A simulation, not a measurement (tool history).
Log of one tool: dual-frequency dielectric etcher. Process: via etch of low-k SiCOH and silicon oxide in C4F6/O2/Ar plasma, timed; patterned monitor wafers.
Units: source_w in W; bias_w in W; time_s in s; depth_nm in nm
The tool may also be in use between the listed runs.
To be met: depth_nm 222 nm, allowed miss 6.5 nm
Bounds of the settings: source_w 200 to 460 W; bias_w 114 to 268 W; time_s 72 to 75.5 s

| run | hour | source_w | bias_w | time_s | depth_nm |
|---|---|---|---|---|---|
| 1 | 0 | 330 | 191 | 72 | 185.44 |
| 2 | 6.4 | 350 | 200 | 72.5 | 192.54 |
| 3 | 14.1 | 350 | 200 | 75.5 | 199.66 |
| 4 | 17.8 | 350 | 200 | 72 | 191.79 |
| 5 | 22.2 | 390 | 200 | 72 | 198.84 |
| 6 | 25.9 | 420 | 200 | 72 | 205.06 |
| 7 | 28.3 | 430 | 206 | 72.5 | 209.94 |
| 8 | 36.5 | 430 | 210 | 73 | 214.11 |
| 9 | 37.4 | 430 | 210 | 73 | 213.72 |
| 10 | 42.4 | 430 | 212 | 73 | 214.97 |

Which of these 4 next moves meets every target?
| A | 47.4 | 440 | 177 | 72 | ? |
| B | 47.4 | 430 | 203 | 72 | ? |
| C | 47.4 | 450 | 198 | 75.5 | ? |
| D | 47.4 | 460 | 181 | 73 | ? |

| move | depth_nm |
|---|---|
| A | 197.89 |
| B | 208.72 |
| C | 220.12 |
| D | 206.09 |
A: further off than the last run
B: further off than the last run
C: meets every target
D: further off than the last run
Answer: C
